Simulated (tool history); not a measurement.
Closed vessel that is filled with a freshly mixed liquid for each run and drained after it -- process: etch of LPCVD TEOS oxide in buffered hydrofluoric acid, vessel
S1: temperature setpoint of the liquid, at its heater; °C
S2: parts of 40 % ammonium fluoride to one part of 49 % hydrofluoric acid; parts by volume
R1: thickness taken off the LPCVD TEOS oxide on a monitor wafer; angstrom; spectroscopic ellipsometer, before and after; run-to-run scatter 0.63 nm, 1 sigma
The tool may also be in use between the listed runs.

{"run": 1, "hour": 0.0, "S1": 24.0, "S2": 12, "time in the liquid (s)": 30, "R1": 564.5}
{"run": 2, "hour": 5.2, "S1": 24.0, "S2": 12, "time in the liquid (s)": 30, "R1": 555.61}
{"run": 3, "hour": 11.8, "S1": 25.5, "S2": 12, "time in the liquid (s)": 30, "R1": 610.77}
{"run": 4, "hour": 16.0, "S1": 22.5, "S2": 12, "time in the liquid (s)": 30, "R1": 517.44}
{"run": 5, "hour": 20.9, "S1": 24.5, "S2": 12, "time in the liquid (s)": 30, "R1": 578.64}
{"run": 6, "hour": 27.3, "S1": 26.0, "S2": 12, "time in the liquid (s)": 30, "R1": 624.84}
{"run": 7, "hour": 29.0, "S1": 27.0, "S2": 12, "time in the liquid (s)": 30, "R1": 655.19}
{"hour": 34.8, "done": "hydrofluoric acid flow meter replaced"}
{"run": 8, "hour": 34.8, "S1": 27.5, "S2": 12, "time in the liquid (s)": 30, "R1": 719.3}

What does the tool deliver on the next run?
{"run": 9, "hour": 41.1, "S1": 27.5, "S2": 12, "time in the liquid (s)": 30, "R1": "?"}

For run 9 the tool returned R1 703.87 angstrom.

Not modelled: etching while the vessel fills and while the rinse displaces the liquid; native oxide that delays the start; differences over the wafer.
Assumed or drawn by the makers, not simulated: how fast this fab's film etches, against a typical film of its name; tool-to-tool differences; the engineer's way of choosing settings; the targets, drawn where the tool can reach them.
